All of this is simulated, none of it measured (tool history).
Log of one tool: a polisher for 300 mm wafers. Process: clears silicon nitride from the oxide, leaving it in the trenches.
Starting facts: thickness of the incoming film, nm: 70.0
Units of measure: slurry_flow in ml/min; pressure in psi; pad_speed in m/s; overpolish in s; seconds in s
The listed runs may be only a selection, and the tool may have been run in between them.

Run 1, day 0.000: slurry_flow 245 ml/min, pressure 2.5 psi, pad_speed 0.82 m/s, overpolish 33 s. Result: seconds 109.760 s.
Run 2, day 0.104: slurry_flow 245 ml/min, pressure 2.7 psi, pad_speed 0.82 m/s, overpolish 33 s. Result: seconds 101.580 s.
Run 3, day 0.362: slurry_flow 245 ml/min, pressure 2.8 psi, pad_speed 0.82 m/s, overpolish 33 s. Result: seconds 100.340 s.
Run 4, day 0.429: slurry_flow 245 ml/min, pressure 2.8 psi, pad_speed 0.66 m/s, overpolish 33 s. Result: seconds 115.640 s.
Run 5, day 0.725: slurry_flow 245 ml/min, pressure 3.0 psi, pad_speed 0.66 m/s, overpolish 33 s. Result: seconds 106.620 s.
Run 6, day 0.979: slurry_flow 245 ml/min, pressure 3.1 psi, pad_speed 0.66 m/s, overpolish 33 s. Result: seconds 105.430 s.
Run 7, day 1.358: slurry_flow 245 ml/min, pressure 3.2 psi, pad_speed 0.66 m/s, overpolish 33 s. Result: seconds 99.790 s.
Run 8, day 1.412: slurry_flow 245 ml/min, pressure 3.3 psi, pad_speed 0.66 m/s, overpolish 33 s. Result: seconds 97.615 s.

For run 9, what comes out?
Run 9, day 1.688: slurry_flow 245 ml/min, pressure 3.4 psi, pad_speed 0.66 m/s, overpolish 33 s. Result: seconds ?.

seconds: 95.043 s
